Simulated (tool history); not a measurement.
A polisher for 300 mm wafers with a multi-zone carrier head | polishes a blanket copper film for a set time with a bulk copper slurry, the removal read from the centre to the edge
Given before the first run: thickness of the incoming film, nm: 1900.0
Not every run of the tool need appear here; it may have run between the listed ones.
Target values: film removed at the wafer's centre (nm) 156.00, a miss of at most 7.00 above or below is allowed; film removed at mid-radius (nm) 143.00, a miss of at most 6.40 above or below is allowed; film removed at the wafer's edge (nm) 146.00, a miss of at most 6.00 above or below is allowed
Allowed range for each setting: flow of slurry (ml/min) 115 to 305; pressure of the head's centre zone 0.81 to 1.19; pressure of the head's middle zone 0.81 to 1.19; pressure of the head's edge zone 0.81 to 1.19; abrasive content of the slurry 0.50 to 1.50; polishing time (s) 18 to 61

run    day  flow of slurry (ml/min)  pressure of the head's centre zone  pressure of the head's middle zone  pressure of the head's edge zone  abrasive content of the slurry  polishing time (s)  film removed at the wafer's centre (nm)  film removed at mid-radius (nm)  film removed at the wafer's edge (nm)
  1  0.000                      195                                1.00                                1.00                              1.00                            1.00                  39                                   234.65                           237.89                                 231.50
  2  0.104                      190                                1.00                                0.97                              0.97                            0.85                  36                                   204.94                           209.47                                 203.49
  3  0.292                      185                                1.02                                0.94                              0.95                            0.75                  34                                   190.01                           181.50                                 188.43
  4  0.504                      210                                1.02                                0.94                              0.95                            0.75                  34                                   193.99                           186.24                                 186.91
  5  0.862                      225                                1.02                                0.94                              0.95                            0.75                  34                                   193.32                           186.82                                 193.18
  6  0.929                      245                                1.02                                0.94                              0.95                            0.75                  34                                   196.20                           187.25                                 191.31
  7  1.071                      245                                1.03                                0.93                              0.93                            0.70                  32                                   186.11                           169.22                                 177.22
  8  1.400                      245                                1.02                                0.93                              0.90                            0.65                  31                                   173.60                           162.77                                 165.57
  9  1.675                      245                                1.02                                0.92                              0.88                            0.60                  31                                   167.85                           155.51                                 162.51
 10  1.917                      245                                1.03                                0.92                              0.86                            0.55                  31                                   163.42                           155.48                                 154.32

5 next moves are on the table. One of them brings every result within its allowed miss. Which?
  A  2.158                      295                                0.84                                0.85                              0.97                            0.60                  29                                        ?                                ?                                      ?
  B  2.158                      225                                1.02                                0.90                              0.84                            0.60                  29                                        ?                                ?                                      ?
  C  2.158                      205                                1.13                                1.00                              0.81                            0.50                  28                                        ?                                ?                                      ?
  D  2.158                      240                                1.01                                0.98                              0.81                            0.65                  26                                        ?                                ?                                      ?
  E  2.158                      265                                0.89                                0.85                              0.95                            0.75                  28                                        ?                                ?                                      ?

move  film removed at the wafer's centre (nm)  film removed at mid-radius (nm)  film removed at the wafer's edge (nm)
   A                                   131.14                           139.67                                 155.92
   B                                   153.29                           142.02                                 146.03
   C                                   152.03                           139.22                                 130.04
   D                                   140.87                           141.29                                 133.52
   E                                   141.65                           142.78                                 158.82
A: corrects the largest miss of the last run, while another result sits out of spec
B: every result within its allowed miss
C: corrects the largest miss of the last run, while another result sits out of spec
D: corrects the largest miss of the last run, while another result sits out of spec
E: corrects the largest miss of the last run, while another result sits out of spec
The move that meets every target is B.
